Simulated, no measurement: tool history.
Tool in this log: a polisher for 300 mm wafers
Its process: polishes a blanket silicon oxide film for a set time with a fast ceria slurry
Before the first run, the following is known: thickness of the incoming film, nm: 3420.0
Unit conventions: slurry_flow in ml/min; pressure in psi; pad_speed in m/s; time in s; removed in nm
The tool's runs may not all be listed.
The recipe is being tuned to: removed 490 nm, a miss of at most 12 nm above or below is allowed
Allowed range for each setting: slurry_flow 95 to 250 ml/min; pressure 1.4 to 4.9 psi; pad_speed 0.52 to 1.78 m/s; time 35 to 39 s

{"run": 1, "hour": 0.0, "slurry_flow": 160, "pressure": 3.1, "pad_speed": 1.14, "time": 39, "removed": 770.8}
{"run": 2, "hour": 5.7, "slurry_flow": 160, "pressure": 3.1, "pad_speed": 1.28, "time": 39, "removed": 833.48}
{"run": 3, "hour": 13.9, "slurry_flow": 160, "pressure": 3.1, "pad_speed": 1.28, "time": 39, "removed": 843.27}
{"run": 4, "hour": 15.9, "slurry_flow": 150, "pressure": 2.6, "pad_speed": 1.28, "time": 39, "removed": 719.92}
{"run": 5, "hour": 16.7, "slurry_flow": 145, "pressure": 2.2, "pad_speed": 1.28, "time": 39, "removed": 625.53}
{"run": 6, "hour": 24.5, "slurry_flow": 140, "pressure": 2, "pad_speed": 1.28, "time": 39, "removed": 585.31}
{"run": 7, "hour": 31.1, "slurry_flow": 135, "pressure": 1.9, "pad_speed": 1.28, "time": 39, "removed": 555.36}
{"run": 8, "hour": 33.2, "slurry_flow": 125, "pressure": 1.8, "pad_speed": 1.28, "time": 39, "removed": 531.25}
{"run": 9, "hour": 38.9, "slurry_flow": 110, "pressure": 1.6, "pad_speed": 1.28, "time": 39, "removed": 469.39}

Below are 5 possible settings for the next run. Only one of them brings all results inside the allowed miss of their targets. Which is it?
{"run": "A", "hour": 44.6, "slurry_flow": 105, "pressure": 1.7, "pad_speed": 1.48, "time": 38, "removed": "?"}
{"run": "B", "hour": 44.6, "slurry_flow": 120, "pressure": 1.7, "pad_speed": 1.36, "time": 39, "removed": "?"}
{"run": "C", "hour": 44.6, "slurry_flow": 145, "pressure": 1.6, "pad_speed": 1.34, "time": 37, "removed": "?"}
{"run": "D", "hour": 44.6, "slurry_flow": 165, "pressure": 1.6, "pad_speed": 1.28, "time": 35, "removed": "?"}
{"run": "E", "hour": 44.6, "slurry_flow": 110, "pressure": 1.8, "pad_speed": 1.32, "time": 39, "removed": "?"}

move=A removed=519.04
move=B removed=519.27
move=C removed=487.05
move=D removed=456.9
move=E removed=517.96
A: pushes the last run's worst result past its target
B: pushes the last run's worst result past its target
C: hits every target within its allowed miss
D: misses by more than the last run did
E: pushes the last run's worst result past its target
Correct choice: C, which meets every target
